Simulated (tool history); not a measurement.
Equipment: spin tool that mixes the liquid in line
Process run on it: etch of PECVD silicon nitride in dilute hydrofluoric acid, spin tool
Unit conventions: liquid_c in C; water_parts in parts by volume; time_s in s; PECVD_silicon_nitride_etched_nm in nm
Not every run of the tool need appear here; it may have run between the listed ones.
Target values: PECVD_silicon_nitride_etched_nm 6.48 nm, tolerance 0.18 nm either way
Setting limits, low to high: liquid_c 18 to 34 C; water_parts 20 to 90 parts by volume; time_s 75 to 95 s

run,hour,liquid_c,water_parts,time_s,PECVD_silicon_nitride_etched_nm
1,0,26,50,95,10.651
2,3.6,25,50,95,9.9357
3,5,25,50,95,9.9088
4,12.9,25,50,95,10.066
5,19.3,24,50,95,9.2745
6,26.1,24,55,95,8.3123
7,28.9,23.5,55,95,8.1143
8,30.9,23,55,95,7.9502
9,37.1,23,55,95,8.001
10,44.5,22.5,55,95,7.6473
11,51.1,22,55,95,7.4234
12,51.8,21.5,55,95,7.0771
13,59,21,55,95,6.8774

Below are 4 possible settings for the next run. Only one of them brings all results inside the allowed miss of their targets. Which is it?
A,66.2,24,60,80,?
B,66.2,20.5,45,90,?
C,66.2,20.5,50,95,?
D,66.2,21,55,85,?

move,PECVD_silicon_nitride_etched_nm
A,6.5517
B,7.6455
C,7.2869
D,6.1564
A: all results land within tolerance of their targets
B: misses by more than the last run did
C: misses by more than the last run did
D: pushes the last run's worst result past its target
A meets every target.
